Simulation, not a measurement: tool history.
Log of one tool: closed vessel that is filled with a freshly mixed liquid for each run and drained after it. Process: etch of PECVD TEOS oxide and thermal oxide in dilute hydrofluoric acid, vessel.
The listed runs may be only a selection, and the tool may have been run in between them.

run,day,temperature setpoint of the liquid (K),parts of water to one part of 49 % hydrofluoric acid (parts by volume),time in the liquid (s),thickness taken off the PECVD TEOS oxide on a monitor wafer (angstrom),thickness taken off the thermal oxide on a monitor wafer (angstrom)
1,0.000,298.15,275,150,135.420,22.911
2,0.258,297.15,275,150,131.580,22.103
3,0.454,297.15,275,100,86.854,14.710
4,0.642,295.15,310,100,70.212,11.684
5,0.688,294.15,340,100,59.793,10.262
6,1.058,296.15,340,100,64.537,11.141

Estimate the outcome of run 7 from the log above:
7,1.400,296.15,340,100,?,?

{"run 7": {"thickness taken off the PECVD TEOS oxide on a monitor wafer (angstrom)": 64.034, "thickness taken off the thermal oxide on a monitor wafer (angstrom)": 11.23}}
